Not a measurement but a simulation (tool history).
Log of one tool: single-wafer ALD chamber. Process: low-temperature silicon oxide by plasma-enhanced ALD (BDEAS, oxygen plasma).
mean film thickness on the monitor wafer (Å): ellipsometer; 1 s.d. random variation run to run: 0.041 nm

run  hour  heater temperature setpoint (°C)  number of ALD cycles (cycles)  mean film thickness on the monitor wafer (Å)
  1   0.0                               120                             63                                        90.197
  2   6.4                               120                             66                                        94.372
  3   8.1                               116                             66                                        94.937
  4  12.1                               106                             66                                        96.932
  5  14.1                                98                             66                                        98.016
  6  14.7                                99                             62                                        92.334
  7  17.0                               100                             59                                        87.536
  8  25.1                               101                             57                                        83.699

Run 9 comes next. What will it give?
  9  27.4                               102                             55                                             ?

{"run 9": {"mean film thickness on the monitor wafer (Å)": 80.895}}
